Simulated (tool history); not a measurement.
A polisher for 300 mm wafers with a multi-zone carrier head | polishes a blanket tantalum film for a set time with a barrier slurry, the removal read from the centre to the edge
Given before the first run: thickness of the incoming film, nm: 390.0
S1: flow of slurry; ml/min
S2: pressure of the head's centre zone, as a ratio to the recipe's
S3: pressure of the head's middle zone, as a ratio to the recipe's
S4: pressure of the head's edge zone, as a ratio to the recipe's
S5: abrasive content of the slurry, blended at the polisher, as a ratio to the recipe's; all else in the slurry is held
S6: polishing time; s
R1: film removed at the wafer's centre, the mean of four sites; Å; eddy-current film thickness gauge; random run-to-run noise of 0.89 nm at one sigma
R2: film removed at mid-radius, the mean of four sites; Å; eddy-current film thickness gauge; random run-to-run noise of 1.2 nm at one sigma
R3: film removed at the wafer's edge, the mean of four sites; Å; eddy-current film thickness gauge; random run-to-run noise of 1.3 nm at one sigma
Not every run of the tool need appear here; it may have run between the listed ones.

Run 1, day 0.000: S1 255 ml/min, S2 1.00, S3 1.00, S4 1.00, S5 1.00, S6 43 s. Result: R1 755.16 Å, R2 769.03 Å, R3 758.15 Å.
Run 2, day 0.342: S1 255 ml/min, S2 0.99, S3 1.02, S4 1.02, S5 1.10, S6 44 s. Result: R1 767.36 Å, R2 809.42 Å, R3 792.40 Å.
Run 3, day 0.429: S1 255 ml/min, S2 0.98, S3 1.04, S4 1.04, S5 1.15, S6 45 s. Result: R1 794.27 Å, R2 855.76 Å, R3 832.46 Å.
Run 4, day 0.483: S1 255 ml/min, S2 0.98, S3 1.04, S4 1.08, S5 1.15, S6 45 s. Result: R1 786.05 Å, R2 846.47 Å, R3 849.82 Å.
Run 5, day 0.692: S1 260 ml/min, S2 0.98, S3 1.06, S4 1.09, S5 1.20, S6 46 s. Result: R1 807.47 Å, R2 874.97 Å, R3 867.43 Å.
Run 6, day 0.783: S1 260 ml/min, S2 0.97, S3 1.07, S4 1.09, S5 1.25, S6 47 s. Result: R1 825.68 Å, R2 925.76 Å, R3 880.78 Å.

For run 7, what comes out?
Run 7, day 0.921: S1 260 ml/min, S2 0.96, S3 1.07, S4 1.10, S5 1.30, S6 48 s. Result: R1 ?, R2 ?, R3 ?.

R1: 844.75 Å
R2: 943.31 Å
R3: 931.56 Å
